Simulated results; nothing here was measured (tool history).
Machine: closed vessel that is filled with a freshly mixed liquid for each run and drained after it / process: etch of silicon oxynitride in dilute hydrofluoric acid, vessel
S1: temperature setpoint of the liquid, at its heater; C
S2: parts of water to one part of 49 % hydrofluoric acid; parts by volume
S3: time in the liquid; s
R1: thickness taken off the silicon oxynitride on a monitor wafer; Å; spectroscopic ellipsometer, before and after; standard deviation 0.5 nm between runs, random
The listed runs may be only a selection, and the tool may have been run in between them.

{"run": 1, "hour": 0.0, "S1": 23, "S2": 145, "S3": 1375, "R1": 407}
{"run": 2, "hour": 4.8, "S1": 23, "S2": 100, "S3": 1375, "R1": 607.34}
{"run": 3, "hour": 8.3, "S1": 23, "S2": 125, "S3": 1375, "R1": 473.73}
{"run": 4, "hour": 10.7, "S1": 23, "S2": 125, "S3": 1485, "R1": 518.04}
{"run": 5, "hour": 17.4, "S1": 23, "S2": 125, "S3": 1485, "R1": 509.19}
{"run": 6, "hour": 20.3, "S1": 25, "S2": 125, "S3": 1485, "R1": 565.61}
{"run": 7, "hour": 27.9, "S1": 26.5, "S2": 125, "S3": 1485, "R1": 597.74}

Run 8 comes next. What will it give?
{"run": 8, "hour": 34.7, "S1": 27.5, "S2": 125, "S3": 1485, "R1": "?"}

{"run 8": {"R1": 628.01}}
